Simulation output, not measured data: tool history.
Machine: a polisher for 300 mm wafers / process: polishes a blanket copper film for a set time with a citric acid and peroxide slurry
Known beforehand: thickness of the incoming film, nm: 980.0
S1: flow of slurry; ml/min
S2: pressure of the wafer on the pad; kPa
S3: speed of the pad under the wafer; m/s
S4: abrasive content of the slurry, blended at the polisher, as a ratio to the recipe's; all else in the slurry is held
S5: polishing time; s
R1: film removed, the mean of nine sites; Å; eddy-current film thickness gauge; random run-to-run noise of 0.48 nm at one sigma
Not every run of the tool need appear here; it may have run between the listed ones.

Run 1, hour 0: S1 305 ml/min, S2 14.5 kPa, S3 0.92 m/s, S4 1, S5 33 s. Result: R1 568.44 Å.
Run 2, hour 2.3: S1 305 ml/min, S2 14.5 kPa, S3 0.92 m/s, S4 1, S5 33 s. Result: R1 564.43 Å.
Run 3, hour 4.4: S1 305 ml/min, S2 16.5 kPa, S3 0.92 m/s, S4 1, S5 33 s. Result: R1 660.06 Å.
Run 4, hour 13.4: S1 305 ml/min, S2 16.5 kPa, S3 1.04 m/s, S4 1, S5 33 s. Result: R1 720.47 Å.
Run 5, hour 20.1: S1 305 ml/min, S2 15.9 kPa, S3 1.02 m/s, S4 1, S5 33 s. Result: R1 675.28 Å.
Run 6, hour 21.5: S1 305 ml/min, S2 15.2 kPa, S3 1 m/s, S4 1, S5 33 s. Result: R1 654.94 Å.
Run 7, hour 30.5: S1 305 ml/min, S2 15.2 kPa, S3 1 m/s, S4 1, S5 33 s. Result: R1 628 Å.

What will run 8 give?
Run 8, hour 34.6: S1 305 ml/min, S2 11 kPa, S3 0.88 m/s, S4 1, S5 33 s. Result: R1 ?.

Run 8 produced R1 426.58 Å.
